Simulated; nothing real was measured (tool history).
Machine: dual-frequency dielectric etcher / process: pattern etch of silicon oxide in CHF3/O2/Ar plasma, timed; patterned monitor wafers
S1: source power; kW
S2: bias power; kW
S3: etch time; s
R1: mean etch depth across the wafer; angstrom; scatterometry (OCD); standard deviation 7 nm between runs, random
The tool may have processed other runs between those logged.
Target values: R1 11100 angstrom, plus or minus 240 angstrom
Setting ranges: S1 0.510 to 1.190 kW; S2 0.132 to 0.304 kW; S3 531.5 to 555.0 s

run  hour     S1     S2     S3     R1
  1   0.0  0.850  0.218  531.5  12435
  2   2.0  0.850  0.249  531.5  13025
  3   7.1  0.850  0.249  555.0  13553
  4   9.1  0.800  0.240  552.5  12908
  5  12.0  0.800  0.225  552.5  12750
  6  20.1  0.800  0.193  552.5  11980
  7  22.1  0.640  0.184  551.5  10375
  8  25.0  0.660  0.185  551.5  10621
  9  26.4  0.670  0.185  551.5  10575
     28.1  -- bias power generator calibrated
 10  28.1  0.780  0.193  552.5  11790
 11  34.0  0.770  0.192  552.5  11457

Exactly one of the 5 candidate moves below puts every result within its allowed miss. Which one?
  A  39.9  0.710  0.191  533.5   ?
  B  39.9  0.720  0.195  531.5   ?
  C  39.9  0.770  0.197  531.5   ?
  D  39.9  0.740  0.176  531.5   ?
  E  39.9  0.640  0.202  555.0   ?

move     R1
   A  10659
   B  10785
   C  11234
   D  10542
   E  10669
A: takes the biggest miss from the last run beyond its target
B: takes the biggest miss from the last run beyond its target
C: every result within its allowed miss
D: takes the biggest miss from the last run beyond its target
E: takes the biggest miss from the last run beyond its target
The right move is C.
